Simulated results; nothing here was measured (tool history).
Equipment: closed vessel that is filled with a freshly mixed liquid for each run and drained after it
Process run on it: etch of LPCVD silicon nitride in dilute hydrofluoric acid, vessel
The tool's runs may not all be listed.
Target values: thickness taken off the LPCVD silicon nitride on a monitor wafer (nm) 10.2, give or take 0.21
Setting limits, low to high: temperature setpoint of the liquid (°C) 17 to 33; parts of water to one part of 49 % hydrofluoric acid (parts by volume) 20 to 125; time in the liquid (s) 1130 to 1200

run  hour  temperature setpoint of the liquid (°C)  parts of water to one part of 49 % hydrofluoric acid (parts by volume)  time in the liquid (s)  thickness taken off the LPCVD silicon nitride on a monitor wafer (nm)
  1     0                                       25                                                                      70                    1130                                                                 9.2331
  2   8.9                                       25                                                                      50                    1130                                                                 12.788
  3  10.8                                       24                                                                      50                    1130                                                                 11.987
  4  18.4                                       24                                                                      30                    1130                                                                 19.482
  5  22.5                                       24                                                                      30                    1130                                                                 19.452
  6  28.7                                     22.5                                                                      35                    1130                                                                 15.225
  7  30.2                                     18.5                                                                      35                    1130                                                                 11.406
  8    35                                       18                                                                      35                    1130                                                                 11.055
  9  43.6                                     17.5                                                                      35                    1130                                                                 10.738

Pick the move, out of 4, that brings all results within their allowed miss; only one does.
  A  52.2                                       18                                                                      40                    1130                                                                      ?
  B  52.2                                     18.5                                                                      40                    1130                                                                      ?
  C  52.2                                       18                                                                      35                    1160                                                                      ?
  D  52.2                                       18                                                                      35                    1150                                                                      ?

move  thickness taken off the LPCVD silicon nitride on a monitor wafer (nm)
   A                                                                 9.7179
   B                                                                 10.068
   C                                                                 11.348
   D                                                                 11.251
A: the result that was furthest off in the last run now lies on the other side of its target
B: hits every target within its allowed miss
C: its largest miss is bigger than the last run's
D: its largest miss is bigger than the last run's
The right move is B.
